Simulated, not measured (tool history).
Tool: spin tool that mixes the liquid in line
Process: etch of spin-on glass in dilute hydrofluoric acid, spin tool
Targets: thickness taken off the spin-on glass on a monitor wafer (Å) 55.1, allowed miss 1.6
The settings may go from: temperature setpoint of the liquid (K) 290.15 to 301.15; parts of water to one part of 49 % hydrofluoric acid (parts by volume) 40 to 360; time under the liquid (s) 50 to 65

| run | hour | temperature setpoint of the liquid (K) | parts of water to one part of 49 % hydrofluoric acid (parts by volume) | time under the liquid (s) | thickness taken off the spin-on glass on a monitor wafer (Å) |
|---|---|---|---|---|---|
| 1 | 0 | 293.15 | 200 | 65 | 77.551 |
| 2 | 5.1 | 291.15 | 200 | 65 | 71.845 |
| 3 | 13.1 | 291.15 | 155 | 65 | 96.485 |
| 4 | 18.2 | 290.15 | 155 | 65 | 93.182 |
| 5 | 25.8 | 292.65 | 155 | 65 | 103.86 |
| 6 | 31.3 | 291.65 | 180 | 65 | 82.915 |
| 7 | 35.8 | 291.15 | 200 | 65 | 72.589 |
| 8 | 40.8 | 290.15 | 250 | 65 | 53.042 |
| 9 | 43.7 | 290.15 | 250 | 65 | 52.909 |

Which of these 5 next moves meets every target?
| A | 46.6 | 290.15 | 230 | 65 | ? |
| B | 46.6 | 290.15 | 220 | 55 | ? |
| C | 46.6 | 290.65 | 230 | 65 | ? |
| D | 46.6 | 291.15 | 250 | 65 | ? |
| E | 46.6 | 293.15 | 285 | 65 | ? |

| move | thickness taken off the spin-on glass on a monitor wafer (Å) |
|---|---|
| A | 58.004 |
| B | 51.8 |
| C | 59.139 |
| D | 54.419 |
| E | 49.738 |
A: takes the result that was furthest off past its target
B: further off than the last run
C: takes the result that was furthest off past its target
D: meets every target
E: further off than the last run
The right move is D.
